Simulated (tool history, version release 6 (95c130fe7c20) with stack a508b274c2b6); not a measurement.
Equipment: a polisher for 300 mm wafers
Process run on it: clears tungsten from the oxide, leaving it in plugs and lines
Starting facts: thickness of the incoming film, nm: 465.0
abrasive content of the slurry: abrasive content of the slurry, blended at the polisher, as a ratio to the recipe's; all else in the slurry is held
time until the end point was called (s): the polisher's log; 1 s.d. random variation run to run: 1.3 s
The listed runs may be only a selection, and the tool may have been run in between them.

| run | hour | flow of slurry (ml/min) | pressure of the wafer on the pad (kPa) | speed of the pad under the wafer (cm/s) | abrasive content of the slurry | overpolish time after the end point (s) | time until the end point was called (s) |
|---|---|---|---|---|---|---|---|
| 1 | 0.0 | 175 | 24.1 | 86 | 1.00 | 43 | 126.10 |
| 2 | 1.4 | 175 | 24.1 | 86 | 1.00 | 46 | 122.40 |
| 3 | 3.8 | 175 | 24.1 | 94 | 1.00 | 46 | 116.62 |
| 4 | 10.1 | 175 | 24.1 | 82 | 1.00 | 46 | 130.62 |
| 5 | 17.2 | 175 | 25.5 | 82 | 1.00 | 46 | 123.42 |
| 6 | 19.6 | 175 | 25.5 | 82 | 1.15 | 46 | 120.17 |
| 7 | 24.4 | 175 | 26.2 | 82 | 1.15 | 46 | 119.54 |

Run 8, settings as shown, results not yet in. Your forecast:
| 8 | 27.4 | 175 | 27.6 | 82 | 1.15 | 46 | ? |

time until the end point was called (s): 113.32

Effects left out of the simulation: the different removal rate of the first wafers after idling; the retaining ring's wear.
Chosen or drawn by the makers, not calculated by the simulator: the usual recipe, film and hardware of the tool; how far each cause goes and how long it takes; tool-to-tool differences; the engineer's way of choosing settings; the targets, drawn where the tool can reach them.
